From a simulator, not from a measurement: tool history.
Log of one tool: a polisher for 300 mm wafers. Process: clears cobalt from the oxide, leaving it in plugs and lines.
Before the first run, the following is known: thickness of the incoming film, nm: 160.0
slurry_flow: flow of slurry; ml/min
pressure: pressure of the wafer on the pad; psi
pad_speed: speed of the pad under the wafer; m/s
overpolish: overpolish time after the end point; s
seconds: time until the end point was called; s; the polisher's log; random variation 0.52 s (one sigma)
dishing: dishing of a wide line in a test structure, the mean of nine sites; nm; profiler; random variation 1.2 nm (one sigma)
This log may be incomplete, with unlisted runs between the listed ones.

run,hour,slurry_flow,pressure,pad_speed,overpolish,seconds,dishing
1,0.0,120,1.7,0.88,22,49.815,42.573
2,0.7,120,2.1,0.88,22,41.154,46.592
3,7.6,120,1.8,0.88,22,46.340,43.939
4,13.7,120,1.8,0.88,30,46.238,52.695
5,19.2,105,1.8,0.88,30,47.011,50.361
6,19.8,105,1.9,0.88,28,46.515,49.539
7,25.1,110,1.9,0.88,26,45.138,47.350
8,27.9,110,2.0,0.88,25,42.176,49.311
9,29.0,110,2.0,0.88,24,43.477,47.264

Run 10 has not been measured yet. What should we expect?
10,35.9,115,2.0,0.88,23,?,?

Logged for run 10: seconds 43.697 s, dishing 46.825 nm.
